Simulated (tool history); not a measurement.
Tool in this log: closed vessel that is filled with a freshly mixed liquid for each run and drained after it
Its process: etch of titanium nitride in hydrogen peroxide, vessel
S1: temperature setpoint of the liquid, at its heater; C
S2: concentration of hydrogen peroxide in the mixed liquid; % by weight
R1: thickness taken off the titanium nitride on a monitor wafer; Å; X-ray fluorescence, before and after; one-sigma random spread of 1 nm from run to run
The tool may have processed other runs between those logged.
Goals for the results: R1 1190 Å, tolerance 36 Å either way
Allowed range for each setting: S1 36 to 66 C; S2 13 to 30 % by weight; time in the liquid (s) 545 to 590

Run 1, hour 0: S1 52 C, S2 24 % by weight, time in the liquid (s) 545. Result: R1 471.58 Å.
Run 2, hour 3.3: S1 52 C, S2 24 % by weight, time in the liquid (s) 590. Result: R1 512.61 Å.
Run 3, hour 6.9: S1 53.5 C, S2 24 % by weight, time in the liquid (s) 590. Result: R1 574.25 Å.
Run 4, hour 15.4: S1 55 C, S2 24 % by weight, time in the liquid (s) 590. Result: R1 633.22 Å.
Run 5, hour 19.2: S1 55 C, S2 21 % by weight, time in the liquid (s) 590. Result: R1 624.89 Å.
Run 6, hour 25.6: S1 56.5 C, S2 21 % by weight, time in the liquid (s) 590. Result: R1 680.7 Å.
Run 7, hour 33.4: S1 57.5 C, S2 21 % by weight, time in the liquid (s) 590. Result: R1 735.79 Å.
Run 8, hour 40.9: S1 58.5 C, S2 21 % by weight, time in the liquid (s) 590. Result: R1 782.42 Å.
Run 9, hour 46.3: S1 59.5 C, S2 21 % by weight, time in the liquid (s) 590. Result: R1 844.59 Å.
Run 10, hour 50.2: S1 60 C, S2 21 % by weight, time in the liquid (s) 590. Result: R1 876.62 Å.
Run 11, hour 52: S1 60.5 C, S2 21 % by weight, time in the liquid (s) 590. Result: R1 916.78 Å.
Run 12, hour 60: S1 61 C, S2 21 % by weight, time in the liquid (s) 590. Result: R1 930.11 Å.
At hour 64.9: thermometer replaced.
Run 13, hour 64.9: S1 65 C, S2 21 % by weight, time in the liquid (s) 590. Result: R1 1325.7 Å.

Which of these 5 next moves meets every target?
Run A, hour 69.8: S1 65 C, S2 21.5 % by weight, time in the liquid (s) 580. Result: R1 ?.
Run B, hour 69.8: S1 63.5 C, S2 20.5 % by weight, time in the liquid (s) 585. Result: R1 ?.
Run C, hour 69.8: S1 65 C, S2 19.5 % by weight, time in the liquid (s) 580. Result: R1 ?.
Run D, hour 69.8: S1 66 C, S2 22 % by weight, time in the liquid (s) 545. Result: R1 ?.
Run E, hour 69.8: S1 65.5 C, S2 26.5 % by weight, time in the liquid (s) 570. Result: R1 ?.

move      R1
   A    1311
   B    1185
   C  1283.8
   D  1322.2
   E  1393.4
A: nearer than the last run, and not there yet
B: each result inside its tolerance
C: nearer than the last run, and not there yet
D: about the same distance from the targets as the last run
E: misses by more than the last run did
Answer: B

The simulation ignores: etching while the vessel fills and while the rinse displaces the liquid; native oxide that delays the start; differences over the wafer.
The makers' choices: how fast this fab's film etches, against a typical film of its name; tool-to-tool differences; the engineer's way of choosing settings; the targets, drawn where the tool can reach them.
